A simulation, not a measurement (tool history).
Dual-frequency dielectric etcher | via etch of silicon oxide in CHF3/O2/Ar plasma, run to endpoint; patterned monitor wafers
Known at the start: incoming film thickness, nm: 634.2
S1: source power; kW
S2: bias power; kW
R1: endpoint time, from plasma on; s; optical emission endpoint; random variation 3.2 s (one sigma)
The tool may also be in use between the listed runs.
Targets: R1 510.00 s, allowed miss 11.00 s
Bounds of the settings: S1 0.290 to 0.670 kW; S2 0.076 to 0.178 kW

run  hour     S1     S2      R1
  1   0.0  0.480  0.127  375.44
  2   4.1  0.480  0.118  382.79
  3  11.6  0.420  0.106  421.74
  4  12.6  0.380  0.099  454.99
  5  19.8  0.360  0.097  466.60
  6  21.2  0.340  0.095  476.76
  7  24.8  0.330  0.093  495.25
  8  27.7  0.320  0.093  499.66

4 next moves are on the table. One of them brings every result within its allowed miss. Which?
  A  30.6  0.360  0.086   ?
  B  30.6  0.290  0.113   ?
  C  30.6  0.320  0.101   ?
  D  30.6  0.300  0.095   ?

move      R1
   A  484.28
   B  489.30
   C  485.31
   D  510.82
A: further off than the last run
B: further off than the last run
C: further off than the last run
D: meets every target
Move D is the one to make.
